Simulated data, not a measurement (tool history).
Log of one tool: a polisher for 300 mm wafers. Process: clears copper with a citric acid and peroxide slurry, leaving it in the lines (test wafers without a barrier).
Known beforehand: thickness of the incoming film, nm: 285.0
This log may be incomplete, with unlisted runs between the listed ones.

run,hour,flow of slurry (ml/min),pressure of the wafer on the pad (psi),speed of the pad under the wafer (cm/s),abrasive content of the slurry,overpolish time after the end point (s),time until the end point was called (s),dishing of a wide line in a test structure (nm)
1,0,195,2.9,134,1,15,90.651,27.932
2,1,195,2.9,164,1,15,79.465,31.554
3,6.4,190,2.8,164,1,17,81.209,33.783
4,13.7,190,2.8,190,1,17,74.41,35.5
5,15.9,185,2.7,188,1,19,75.723,35.655
6,16.4,185,2.6,184,1,22,81.286,40.626
7,23.1,185,2.6,184,1,23,79.425,40.98
8,24.9,180,2.5,184,1,24,83.598,40.57
# hour 26.4: slurry nozzle cleaned
9,26.4,180,2.5,184,1,25,79.498,43.123
10,31.3,180,2.4,184,1,26,81.208,41.637

Run 11 is up next; what results do you expect?
11,32.4,175,2.4,182,1,27,?,?

Run 11 came out at time until the end point was called (s) 80.84, dishing of a wide line in a test structure (nm) 43.69.
